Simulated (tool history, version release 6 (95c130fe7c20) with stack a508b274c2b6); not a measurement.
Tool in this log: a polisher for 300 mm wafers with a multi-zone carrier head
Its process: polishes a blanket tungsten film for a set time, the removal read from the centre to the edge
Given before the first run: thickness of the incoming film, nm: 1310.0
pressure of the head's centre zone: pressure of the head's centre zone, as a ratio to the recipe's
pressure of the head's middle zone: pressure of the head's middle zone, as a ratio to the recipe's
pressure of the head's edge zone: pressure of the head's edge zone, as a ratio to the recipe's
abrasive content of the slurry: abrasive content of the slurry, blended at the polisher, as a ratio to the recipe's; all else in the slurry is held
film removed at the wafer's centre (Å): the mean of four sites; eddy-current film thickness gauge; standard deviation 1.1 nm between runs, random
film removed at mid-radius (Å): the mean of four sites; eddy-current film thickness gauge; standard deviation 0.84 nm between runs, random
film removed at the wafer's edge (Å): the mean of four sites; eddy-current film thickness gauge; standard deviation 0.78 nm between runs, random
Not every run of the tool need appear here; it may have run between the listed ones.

run,day,flow of slurry (ml/min),pressure of the head's centre zone,pressure of the head's middle zone,pressure of the head's edge zone,abrasive content of the slurry,polishing time (s),film removed at the wafer's centre (Å),film removed at mid-radius (Å),film removed at the wafer's edge (Å)
1,0.000,190,1.00,1.00,1.00,1.00,39,2022.10,1997.40,1954.40
2,0.175,190,1.00,1.00,1.00,0.90,39,2013.60,1963.20,1923.60
3,0.346,190,1.00,1.00,1.00,0.70,39,1897.00,1862.90,1832.50
4,0.521,185,0.98,0.99,0.97,0.65,35,1600.90,1629.70,1611.10
5,0.812,185,0.98,0.95,0.97,0.65,35,1621.80,1586.40,1601.50
6,1.079,185,0.97,0.95,0.94,0.60,32,1438.40,1440.70,1421.50
7,1.150,160,0.91,0.89,0.84,0.50,23,916.66,924.44,914.87
8,1.242,180,0.91,0.90,0.85,0.50,23,957.76,962.93,942.53

Predict the results of run 9:
9,1.604,195,0.91,0.91,0.87,0.50,23,?,?,?

film removed at the wafer's centre (Å): 946.53
film removed at mid-radius (Å): 970.45
film removed at the wafer's edge (Å): 960.37
